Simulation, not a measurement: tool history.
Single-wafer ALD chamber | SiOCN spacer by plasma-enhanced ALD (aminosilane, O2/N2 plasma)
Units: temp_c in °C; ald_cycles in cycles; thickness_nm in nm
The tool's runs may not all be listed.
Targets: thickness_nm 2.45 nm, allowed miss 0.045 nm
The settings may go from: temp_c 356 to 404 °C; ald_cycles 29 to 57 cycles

run	hour	temp_c	ald_cycles	thickness_nm
1	0	380	43	2.942
2	6.6	380	41	2.7695
3	12.6	380	43	2.916
4	17.8	380	41	2.7957
5	22.9	380	40	2.7098
6	28.3	370	40	2.7256
7	34.1	370	39	2.6437
8	36	370	38	2.5695
9	45	370	38	2.5799
10	46.8	370	37	2.505

5 next moves are on the table. One of them brings every result within its allowed miss. Which?
A	48.6	371	38	?
B	48.6	372	37	?
C	48.6	372	39	?
D	48.6	368	39	?
E	48.6	368	36	?

move	thickness_nm
A	2.5842
B	2.5162
C	2.6522
D	2.6522
E	2.4482
A: further off than the last run
B: further off than the last run
C: further off than the last run
D: further off than the last run
E: meets every target
The right move is E.
